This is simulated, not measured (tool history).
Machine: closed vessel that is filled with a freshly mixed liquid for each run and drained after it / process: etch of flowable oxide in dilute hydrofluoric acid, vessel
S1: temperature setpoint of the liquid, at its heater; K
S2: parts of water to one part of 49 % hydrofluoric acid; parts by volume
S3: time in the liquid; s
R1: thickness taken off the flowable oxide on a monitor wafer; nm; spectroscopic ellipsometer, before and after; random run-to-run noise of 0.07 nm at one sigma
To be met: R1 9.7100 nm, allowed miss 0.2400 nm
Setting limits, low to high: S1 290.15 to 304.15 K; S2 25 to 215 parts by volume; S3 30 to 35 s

| run | hour | S1 | S2 | S3 | R1 |
|---|---|---|---|---|---|
| 1 | 0.0 | 296.15 | 120 | 35 | 13.6510 |
| 2 | 6.1 | 294.15 | 125 | 35 | 11.8790 |
| 3 | 7.0 | 292.65 | 125 | 35 | 11.3280 |
| 4 | 10.7 | 292.65 | 150 | 35 | 9.1726 |
| 5 | 17.9 | 292.65 | 150 | 30 | 7.8808 |
| 6 | 24.1 | 295.15 | 150 | 30 | 8.5658 |
| 7 | 27.3 | 296.65 | 150 | 30 | 9.0048 |
| 8 | 35.8 | 296.65 | 150 | 30 | 9.0792 |
| 9 | 41.1 | 297.15 | 150 | 30 | 9.2710 |

Of the 4 settings listed for the next run, only one would bring every result within its allowed miss of target. Which one?
| A | 46.4 | 297.65 | 140 | 30 | ? |
| B | 46.4 | 299.15 | 145 | 30 | ? |
| C | 46.4 | 296.15 | 150 | 35 | ? |
| D | 46.4 | 295.15 | 155 | 35 | ? |

| move | R1 |
|---|---|
| A | 10.3190 |
| B | 10.4680 |
| C | 10.4930 |
| D | 9.7204 |
A: takes the biggest miss from the last run beyond its target
B: takes the biggest miss from the last run beyond its target
C: takes the biggest miss from the last run beyond its target
D: all results land within tolerance of their targets
The right move is D.
